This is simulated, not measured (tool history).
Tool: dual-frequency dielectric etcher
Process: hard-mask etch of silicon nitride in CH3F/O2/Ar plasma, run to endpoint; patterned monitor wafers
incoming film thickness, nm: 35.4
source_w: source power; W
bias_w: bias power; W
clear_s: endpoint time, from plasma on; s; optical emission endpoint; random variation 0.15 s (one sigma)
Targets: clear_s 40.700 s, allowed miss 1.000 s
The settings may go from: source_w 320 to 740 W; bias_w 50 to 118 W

run,hour,source_w,bias_w,clear_s
1,0.0,530,84,46.676
2,7.9,560,86,44.932
3,12.2,520,86,46.347
4,20.7,550,87,44.722
5,28.2,570,88,44.223
6,33.5,590,89,43.517
7,41.9,610,90,42.580
8,45.9,620,90,42.078
9,47.7,630,90,42.014
10,54.4,640,90,42.112

Which of these 4 next moves meets every target?
A,61.1,610,100,?
B,61.1,600,91,?
C,61.1,570,93,?
D,61.1,570,94,?

move,clear_s
A,40.696
B,42.861
C,43.265
D,43.041
A: meets every target
B: further off than the last run
C: further off than the last run
D: further off than the last run
The right move is A.
